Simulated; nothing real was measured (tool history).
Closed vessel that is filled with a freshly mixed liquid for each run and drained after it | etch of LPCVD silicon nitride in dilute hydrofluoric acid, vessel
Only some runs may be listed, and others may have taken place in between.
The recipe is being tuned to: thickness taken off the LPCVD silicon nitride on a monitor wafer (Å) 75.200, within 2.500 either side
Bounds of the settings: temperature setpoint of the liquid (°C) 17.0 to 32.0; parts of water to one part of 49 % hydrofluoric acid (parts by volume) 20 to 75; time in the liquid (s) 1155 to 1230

| run | day | temperature setpoint of the liquid (°C) | parts of water to one part of 49 % hydrofluoric acid (parts by volume) | time in the liquid (s) | thickness taken off the LPCVD silicon nitride on a monitor wafer (Å) |
|---|---|---|---|---|---|
| 1 | 0.000 | 24.0 | 45 | 1155 | 103.890 |
| 2 | 0.329 | 23.5 | 45 | 1155 | 102.710 |
| 3 | 0.367 | 23.5 | 35 | 1155 | 129.680 |
| 4 | 0.525 | 23.5 | 35 | 1230 | 137.640 |
| 5 | 0.579 | 22.5 | 35 | 1230 | 128.400 |
| 6 | 0.900 | 22.5 | 45 | 1230 | 100.050 |
| 7 | 1.071 | 22.0 | 45 | 1230 | 97.416 |
| 8 | 1.288 | 21.5 | 45 | 1230 | 94.336 |
| 9 | 1.404 | 21.0 | 45 | 1230 | 91.583 |
| 10 | 1.675 | 20.5 | 45 | 1230 | 87.216 |
| 11 | 1.708 | 20.5 | 45 | 1230 | 89.681 |
| 12 | 1.767 | 20.0 | 45 | 1230 | 84.857 |
| 13 | 2.021 | 19.0 | 45 | 1230 | 79.147 |

Consider the 4 candidate settings below. Which is the only one whose results all fall within their allowed miss of target?
| A | 2.275 | 19.5 | 45 | 1215 | ? |
| B | 2.275 | 17.5 | 40 | 1230 | ? |
| C | 2.275 | 19.5 | 45 | 1230 | ? |
| D | 2.275 | 18.5 | 45 | 1215 | ? |

| move | thickness taken off the LPCVD silicon nitride on a monitor wafer (Å) |
|---|---|
| A | 82.004 |
| B | 80.946 |
| C | 83.016 |
| D | 76.505 |
A: lands further from the targets than the last run did
B: lands further from the targets than the last run did
C: lands further from the targets than the last run did
D: all results land within tolerance of their targets
So the answer is move D, the one that meets all the targets.

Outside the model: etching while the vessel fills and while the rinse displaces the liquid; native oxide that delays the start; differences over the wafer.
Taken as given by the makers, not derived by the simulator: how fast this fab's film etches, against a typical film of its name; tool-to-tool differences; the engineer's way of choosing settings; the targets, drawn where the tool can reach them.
